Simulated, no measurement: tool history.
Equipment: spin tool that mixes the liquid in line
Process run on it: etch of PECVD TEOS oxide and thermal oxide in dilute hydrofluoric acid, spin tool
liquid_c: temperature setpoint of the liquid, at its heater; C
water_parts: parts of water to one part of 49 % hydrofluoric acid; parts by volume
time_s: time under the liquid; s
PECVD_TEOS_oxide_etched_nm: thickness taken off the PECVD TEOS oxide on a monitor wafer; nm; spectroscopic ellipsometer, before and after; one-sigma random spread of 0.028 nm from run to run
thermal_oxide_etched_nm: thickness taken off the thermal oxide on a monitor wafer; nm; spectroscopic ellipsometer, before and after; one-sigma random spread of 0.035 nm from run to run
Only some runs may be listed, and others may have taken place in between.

{"run": 1, "hour": 0.0, "liquid_c": 25.0, "water_parts": 155, "time_s": 180, "PECVD_TEOS_oxide_etched_nm": 10.848, "thermal_oxide_etched_nm": 5.2508}
{"run": 2, "hour": 5.5, "liquid_c": 23.5, "water_parts": 155, "time_s": 180, "PECVD_TEOS_oxide_etched_nm": 10.268, "thermal_oxide_etched_nm": 5.0012}
{"run": 3, "hour": 6.8, "liquid_c": 23.5, "water_parts": 100, "time_s": 180, "PECVD_TEOS_oxide_etched_nm": 16.938, "thermal_oxide_etched_nm": 8.0186}
{"run": 4, "hour": 15.9, "liquid_c": 23.5, "water_parts": 100, "time_s": 110, "PECVD_TEOS_oxide_etched_nm": 10.354, "thermal_oxide_etched_nm": 4.9974}
{"run": 5, "hour": 22.0, "liquid_c": 23.0, "water_parts": 100, "time_s": 110, "PECVD_TEOS_oxide_etched_nm": 10.108, "thermal_oxide_etched_nm": 4.8616}
{"run": 6, "hour": 23.1, "liquid_c": 25.0, "water_parts": 100, "time_s": 110, "PECVD_TEOS_oxide_etched_nm": 11.0, "thermal_oxide_etched_nm": 5.261}
{"run": 7, "hour": 32.0, "liquid_c": 24.0, "water_parts": 100, "time_s": 110, "PECVD_TEOS_oxide_etched_nm": 10.574, "thermal_oxide_etched_nm": 5.0674}
{"run": 8, "hour": 40.0, "liquid_c": 23.5, "water_parts": 100, "time_s": 110, "PECVD_TEOS_oxide_etched_nm": 10.356, "thermal_oxide_etched_nm": 4.9614}

Run 9, settings as shown, results not yet in. Your forecast:
{"run": 9, "hour": 46.7, "liquid_c": 23.0, "water_parts": 100, "time_s": 110, "PECVD_TEOS_oxide_etched_nm": "?", "thermal_oxide_etched_nm": "?"}

PECVD_TEOS_oxide_etched_nm: 10.106 nm
thermal_oxide_etched_nm: 4.8823 nm
